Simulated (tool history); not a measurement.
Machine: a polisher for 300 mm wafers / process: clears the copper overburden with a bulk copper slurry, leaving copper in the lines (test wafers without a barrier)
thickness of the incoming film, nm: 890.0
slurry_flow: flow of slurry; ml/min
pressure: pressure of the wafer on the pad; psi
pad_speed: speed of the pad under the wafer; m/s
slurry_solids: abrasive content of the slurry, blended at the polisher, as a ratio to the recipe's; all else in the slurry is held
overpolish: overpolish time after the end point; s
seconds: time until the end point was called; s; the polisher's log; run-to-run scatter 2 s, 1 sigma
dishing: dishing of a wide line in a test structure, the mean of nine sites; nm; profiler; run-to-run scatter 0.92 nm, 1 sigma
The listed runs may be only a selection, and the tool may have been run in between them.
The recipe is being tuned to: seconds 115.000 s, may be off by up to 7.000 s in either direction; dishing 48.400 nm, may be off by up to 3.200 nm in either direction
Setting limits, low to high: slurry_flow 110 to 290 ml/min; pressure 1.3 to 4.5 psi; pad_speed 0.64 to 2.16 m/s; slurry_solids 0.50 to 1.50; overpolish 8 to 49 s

run,day,slurry_flow,pressure,pad_speed,slurry_solids,overpolish,seconds,dishing
1,0.000,185,2.9,1.40,1.00,25,75.216,102.440
2,0.196,185,2.9,1.52,1.00,25,67.887,100.580
3,0.346,185,2.9,1.52,0.80,25,70.690,100.570
4,0.604,140,2.9,1.52,0.80,25,74.820,100.220
5,0.742,140,2.9,1.52,1.00,25,70.895,99.979
6,1.050,130,2.5,1.54,1.05,20,81.734,85.184
7,1.138,125,2.2,1.54,1.15,17,87.131,74.334
8,1.217,120,2.0,1.52,1.25,15,98.648,67.056
9,1.308,115,1.8,1.56,1.30,13,105.500,57.003
10,1.600,115,1.7,1.58,1.30,12,110.150,52.361
# day 1.700: slurry blender recalibrated
11,1.700,115,1.6,1.60,1.30,11,107.440,52.291
12,1.888,115,1.6,1.60,1.30,11,107.240,50.575

4 next moves are on the table. One of them brings every result within its allowed miss. Which?
A,2.075,150,1.3,1.60,1.25,9,?,?
B,2.075,150,1.9,1.18,1.35,11,?,?
C,2.075,115,1.7,1.22,1.45,12,?,?
D,2.075,110,1.9,1.50,1.35,11,?,?

move,seconds,dishing
A,123.240,39.022
B,113.850,49.502
C,124.660,48.763
D,93.638,56.273
A: takes the biggest miss from the last run beyond its target
B: all results in spec
C: takes the biggest miss from the last run beyond its target
D: its largest miss is bigger than the last run's
B meets every target.
